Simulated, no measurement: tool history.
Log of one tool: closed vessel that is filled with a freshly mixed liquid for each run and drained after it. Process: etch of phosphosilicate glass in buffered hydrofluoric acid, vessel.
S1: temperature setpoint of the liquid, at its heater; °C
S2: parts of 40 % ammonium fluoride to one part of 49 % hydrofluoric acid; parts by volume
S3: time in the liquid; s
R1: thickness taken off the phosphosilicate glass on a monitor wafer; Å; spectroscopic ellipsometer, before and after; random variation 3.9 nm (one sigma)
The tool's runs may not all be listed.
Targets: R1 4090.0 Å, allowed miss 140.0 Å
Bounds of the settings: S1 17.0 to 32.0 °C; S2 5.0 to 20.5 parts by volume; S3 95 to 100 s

| run | hour | S1 | S2 | S3 | R1 |
|---|---|---|---|---|---|
| 1 | 0.0 | 25.0 | 12.5 | 95 | 5857.1 |
| 2 | 1.2 | 25.0 | 12.5 | 100 | 6172.5 |
| 3 | 2.1 | 25.0 | 15.0 | 100 | 5111.9 |
| 4 | 8.8 | 25.0 | 13.5 | 100 | 5701.6 |
| 5 | 17.2 | 27.5 | 13.5 | 100 | 6552.1 |
| 6 | 18.6 | 26.5 | 13.5 | 100 | 6122.1 |
| 7 | 21.2 | 25.5 | 13.5 | 100 | 5807.6 |
| 8 | 27.3 | 21.5 | 14.0 | 100 | 4446.7 |
| 9 | 33.2 | 20.5 | 14.0 | 100 | 4309.3 |

Which of these 4 next moves meets every target?
| A | 39.1 | 19.5 | 12.5 | 100 | ? |
| B | 39.1 | 22.0 | 15.0 | 95 | ? |
| C | 39.1 | 24.0 | 15.5 | 95 | ? |
| D | 39.1 | 21.5 | 16.0 | 95 | ? |

| move | R1 |
|---|---|
| A | 4538.4 |
| B | 4144.5 |
| C | 4479.5 |
| D | 3783.2 |
A: further off than the last run
B: meets every target
C: further off than the last run
D: takes the result that was furthest off past its target
The right move is B.
